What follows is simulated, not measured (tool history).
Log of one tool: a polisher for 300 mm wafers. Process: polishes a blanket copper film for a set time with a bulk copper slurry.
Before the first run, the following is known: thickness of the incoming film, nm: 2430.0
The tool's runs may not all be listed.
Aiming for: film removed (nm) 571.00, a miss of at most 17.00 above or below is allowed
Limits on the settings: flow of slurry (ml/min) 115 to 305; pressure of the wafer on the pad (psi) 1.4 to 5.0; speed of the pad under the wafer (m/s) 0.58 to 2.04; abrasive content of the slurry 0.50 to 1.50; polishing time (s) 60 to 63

run,hour,flow of slurry (ml/min),pressure of the wafer on the pad (psi),speed of the pad under the wafer (m/s),abrasive content of the slurry,polishing time (s),film removed (nm)
1,0.0,195,3.2,1.30,1.00,60,978.36
2,1.5,195,3.2,1.30,1.10,60,1017.40
3,6.0,190,2.7,1.30,1.10,60,871.28
4,10.0,185,2.3,1.30,1.10,60,774.75
5,16.7,180,2.1,1.28,1.10,60,725.82
6,18.8,180,2.1,1.28,1.10,60,716.92
7,20.6,180,1.9,1.28,1.10,60,663.89
8,24.9,180,1.8,1.28,1.10,60,645.48
9,31.2,165,1.4,1.28,1.10,60,535.05

Which of these 4 next moves meets every target?
A,37.5,180,1.7,1.22,0.95,60,?
B,37.5,145,1.4,1.22,1.20,60,?
C,37.5,180,1.4,1.24,0.95,62,?
D,37.5,140,1.4,1.24,1.05,62,?

move,film removed (nm)
A,567.00
B,513.77
C,525.79
D,518.80
A: hits every target within its allowed miss
B: further off than the last run
C: further off than the last run
D: further off than the last run
So the answer is move A, the one that meets all the targets.
